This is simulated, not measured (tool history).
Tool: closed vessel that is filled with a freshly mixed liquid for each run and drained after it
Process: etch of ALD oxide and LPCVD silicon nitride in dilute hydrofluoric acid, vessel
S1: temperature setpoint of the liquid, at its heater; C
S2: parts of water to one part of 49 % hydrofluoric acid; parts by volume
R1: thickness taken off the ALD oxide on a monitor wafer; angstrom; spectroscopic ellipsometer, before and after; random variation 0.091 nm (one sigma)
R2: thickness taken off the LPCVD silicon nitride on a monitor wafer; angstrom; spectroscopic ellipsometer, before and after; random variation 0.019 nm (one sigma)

run 1 hour=0.0 | S1=26.0 S2=70 time_in_the_liquid_(s)=60 | R1=288.68 R2=5.5617
run 2 hour=2.8 | S1=24.0 S2=70 time_in_the_liquid_(s)=60 | R1=263.04 R2=4.5440
run 3 hour=10.5 | S1=24.0 S2=85 time_in_the_liquid_(s)=60 | R1=213.84 R2=3.1219
run 4 hour=16.2 | S1=24.0 S2=85 time_in_the_liquid_(s)=35 | R1=124.75 R2=1.8971
run 5 hour=23.3 | S1=25.0 S2=80 time_in_the_liquid_(s)=35 | R1=138.10 R2=2.4805
run 6 hour=28.3 | S1=24.0 S2=70 time_in_the_liquid_(s)=35 | R1=155.02 R2=2.5132
run 7 hour=33.4 | S1=24.0 S2=65 time_in_the_liquid_(s)=35 | R1=167.30 R2=2.7657
run 8 hour=35.3 | S1=24.0 S2=60 time_in_the_liquid_(s)=35 | R1=182.50 R2=3.0622
run 9 hour=38.8 | S1=24.0 S2=60 time_in_the_liquid_(s)=35 | R1=181.92 R2=2.4869

Run 10 comes next. What will it give?
run 10 hour=42.3 | S1=24.5 S2=55 time_in_the_liquid_(s)=35 | R1=? R2=?

{"run 10": {"R1": 203.88, "R2": 3.4154}}
